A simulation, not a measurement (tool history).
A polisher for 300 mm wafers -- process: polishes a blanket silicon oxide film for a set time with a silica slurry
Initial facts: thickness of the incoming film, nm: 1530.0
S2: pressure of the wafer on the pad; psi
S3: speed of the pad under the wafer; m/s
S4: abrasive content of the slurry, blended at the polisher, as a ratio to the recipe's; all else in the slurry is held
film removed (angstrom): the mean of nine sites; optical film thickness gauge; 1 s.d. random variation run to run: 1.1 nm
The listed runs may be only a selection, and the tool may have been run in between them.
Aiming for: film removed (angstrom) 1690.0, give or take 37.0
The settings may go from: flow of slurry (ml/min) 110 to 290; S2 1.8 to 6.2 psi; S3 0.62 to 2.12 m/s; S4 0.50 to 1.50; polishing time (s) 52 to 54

{"run": 1, "hour": 0.0, "flow of slurry (ml/min)": 185, "S2": 4.0, "S3": 1.36, "S4": 1.0, "polishing time (s)": 52, "film removed (angstrom)": 2164.7}
{"run": 2, "hour": 7.9, "flow of slurry (ml/min)": 175, "S2": 3.8, "S3": 1.36, "S4": 1.0, "polishing time (s)": 52, "film removed (angstrom)": 2050.2}
{"run": 3, "hour": 11.6, "flow of slurry (ml/min)": 175, "S2": 3.8, "S3": 1.36, "S4": 1.0, "polishing time (s)": 52, "film removed (angstrom)": 2042.8}
{"run": 4, "hour": 14.8, "flow of slurry (ml/min)": 170, "S2": 3.6, "S3": 1.36, "S4": 1.0, "polishing time (s)": 52, "film removed (angstrom)": 1919.7}
{"run": 5, "hour": 16.5, "flow of slurry (ml/min)": 170, "S2": 3.6, "S3": 1.36, "S4": 0.85, "polishing time (s)": 52, "film removed (angstrom)": 1815.6}
{"run": 6, "hour": 23.4, "flow of slurry (ml/min)": 165, "S2": 3.6, "S3": 1.36, "S4": 0.85, "polishing time (s)": 52, "film removed (angstrom)": 1797.1}
{"run": 7, "hour": 25.6, "flow of slurry (ml/min)": 155, "S2": 3.6, "S3": 1.36, "S4": 0.85, "polishing time (s)": 52, "film removed (angstrom)": 1799.0}
{"run": 8, "hour": 27.5, "flow of slurry (ml/min)": 155, "S2": 3.5, "S3": 1.36, "S4": 0.85, "polishing time (s)": 52, "film removed (angstrom)": 1751.7}
{"run": 9, "hour": 32.2, "flow of slurry (ml/min)": 150, "S2": 3.5, "S3": 1.36, "S4": 0.85, "polishing time (s)": 52, "film removed (angstrom)": 1762.6}

4 candidate next runs follow, results not yet known. Just one meets every target within its allowed miss. Identify it.
{"run": "A", "hour": 36.9, "flow of slurry (ml/min)": 225, "S2": 4.5, "S3": 0.88, "S4": 0.95, "polishing time (s)": 54, "film removed (angstrom)": "?"}
{"run": "B", "hour": 36.9, "flow of slurry (ml/min)": 115, "S2": 3.5, "S3": 1.32, "S4": 1.0, "polishing time (s)": 52, "film removed (angstrom)": "?"}
{"run": "C", "hour": 36.9, "flow of slurry (ml/min)": 140, "S2": 3.4, "S3": 1.26, "S4": 0.9, "polishing time (s)": 54, "film removed (angstrom)": "?"}
{"run": "D", "hour": 36.9, "flow of slurry (ml/min)": 175, "S2": 3.5, "S3": 1.3, "S4": 0.8, "polishing time (s)": 54, "film removed (angstrom)": "?"}

move=A film_removed_(angstrom)=1786.2
move=B film_removed_(angstrom)=1771.4
move=C film_removed_(angstrom)=1700.2
move=D film_removed_(angstrom)=1764.0
A: moves away from the targets compared with the last run
B: moves away from the targets compared with the last run
C: every result lands within tolerance
D: no better and no worse than the last run
C is the move that brings every result within its allowed miss.
